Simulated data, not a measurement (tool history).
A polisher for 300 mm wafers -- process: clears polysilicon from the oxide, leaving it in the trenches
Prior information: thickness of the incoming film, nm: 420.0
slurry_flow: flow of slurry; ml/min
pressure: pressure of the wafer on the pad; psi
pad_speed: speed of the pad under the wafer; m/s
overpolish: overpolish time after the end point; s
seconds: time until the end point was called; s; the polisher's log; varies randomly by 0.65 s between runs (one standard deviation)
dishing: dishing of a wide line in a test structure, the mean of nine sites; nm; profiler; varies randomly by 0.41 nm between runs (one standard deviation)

run	day	slurry_flow	pressure	pad_speed	overpolish	seconds	dishing
1	0.000	185	3.3	1.22	11	19.106	42.627
2	0.262	185	2.6	1.22	11	24.226	42.199
3	0.621	215	2.6	1.22	11	23.866	42.675
4	0.700	190	2.3	1.22	9	26.476	41.626
5	1.004	190	2.3	1.42	9	23.413	41.856
6	1.221	170	2.1	1.40	7	26.572	40.101

For run 7, what comes out?
7	1.417	155	2.0	1.40	6	?	?

Logged for run 7: seconds 27.599 s, dishing 36.608 nm.

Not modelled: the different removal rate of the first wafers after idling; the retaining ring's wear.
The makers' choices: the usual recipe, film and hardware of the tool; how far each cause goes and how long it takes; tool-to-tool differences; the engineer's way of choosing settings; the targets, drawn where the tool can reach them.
